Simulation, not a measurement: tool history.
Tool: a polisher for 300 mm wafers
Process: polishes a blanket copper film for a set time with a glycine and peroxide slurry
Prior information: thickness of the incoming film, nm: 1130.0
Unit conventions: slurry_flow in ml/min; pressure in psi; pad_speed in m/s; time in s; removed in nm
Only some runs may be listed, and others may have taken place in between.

run	day	slurry_flow	pressure	pad_speed	time	removed
1	0.000	270	3.0	1.22	84	582.81
2	0.362	270	3.4	1.22	84	654.78
3	0.450	270	3.1	1.20	84	592.77
4	0.592	270	2.9	1.20	84	550.83
5	0.650	220	2.9	1.20	84	534.27
6	0.908	220	3.4	1.20	84	621.91
7	1.012	220	3.2	1.20	84	592.57
8	1.367	220	3.0	1.20	84	564.18
9	1.558	220	2.8	1.20	84	534.54

Forecast run 10:
10	1.604	220	2.2	1.18	84	?

{"run 10": {"removed": 422.2}}

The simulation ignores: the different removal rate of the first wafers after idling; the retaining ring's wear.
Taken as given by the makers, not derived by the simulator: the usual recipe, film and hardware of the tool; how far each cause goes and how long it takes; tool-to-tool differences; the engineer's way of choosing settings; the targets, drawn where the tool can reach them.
